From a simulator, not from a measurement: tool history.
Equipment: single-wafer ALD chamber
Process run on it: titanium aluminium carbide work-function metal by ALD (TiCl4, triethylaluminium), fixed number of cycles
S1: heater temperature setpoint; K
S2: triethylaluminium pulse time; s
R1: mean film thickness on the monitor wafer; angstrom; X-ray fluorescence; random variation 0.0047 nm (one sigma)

{"run": 1, "hour": 0.0, "S1": 558.15, "S2": 12.51, "R1": 17.374}
{"run": 2, "hour": 2.0, "S1": 558.15, "S2": 14.67, "R1": 17.745}
{"run": 3, "hour": 3.3, "S1": 554.15, "S2": 13.98, "R1": 17.411}
{"run": 4, "hour": 6.4, "S1": 551.15, "S2": 13.04, "R1": 16.941}
{"run": 5, "hour": 12.3, "S1": 557.15, "S2": 13.04, "R1": 17.271}
{"run": 6, "hour": 15.6, "S1": 548.15, "S2": 13.04, "R1": 16.745}
{"run": 7, "hour": 23.0, "S1": 546.15, "S2": 12.57, "R1": 16.468}

For run 8, what comes out?
{"run": 8, "hour": 26.6, "S1": 544.15, "S2": 12.28, "R1": "?"}

R1: 16.270 angstrom
